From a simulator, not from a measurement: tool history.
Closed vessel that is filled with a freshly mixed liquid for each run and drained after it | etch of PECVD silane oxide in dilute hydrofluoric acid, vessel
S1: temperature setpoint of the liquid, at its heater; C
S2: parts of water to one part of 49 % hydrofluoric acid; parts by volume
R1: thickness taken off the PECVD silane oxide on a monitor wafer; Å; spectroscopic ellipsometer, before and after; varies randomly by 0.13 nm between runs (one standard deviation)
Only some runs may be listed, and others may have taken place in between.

Run 1, hour 0: S1 24 C, S2 290 parts by volume, time in the liquid (s) 170. Result: R1 78.714 Å.
Run 2, hour 6.1: S1 25 C, S2 275 parts by volume, time in the liquid (s) 170. Result: R1 87.101 Å.
Run 3, hour 12.1: S1 25 C, S2 235 parts by volume, time in the liquid (s) 170. Result: R1 106.32 Å.
Run 4, hour 20.3: S1 25 C, S2 195 parts by volume, time in the liquid (s) 170. Result: R1 133.14 Å.
Run 5, hour 27.2: S1 25 C, S2 195 parts by volume, time in the liquid (s) 170. Result: R1 132.68 Å.
Run 6, hour 28.2: S1 21.5 C, S2 195 parts by volume, time in the liquid (s) 170. Result: R1 116.03 Å.
Run 7, hour 30.8: S1 22.5 C, S2 195 parts by volume, time in the liquid (s) 170. Result: R1 121.44 Å.
Run 8, hour 33.4: S1 23.5 C, S2 195 parts by volume, time in the liquid (s) 170. Result: R1 126.18 Å.

Run 9 is up next; what results do you expect?
Run 9, hour 41.3: S1 24 C, S2 195 parts by volume, time in the liquid (s) 170. Result: R1 ?.

Run 9 gave R1 129.79 Å.
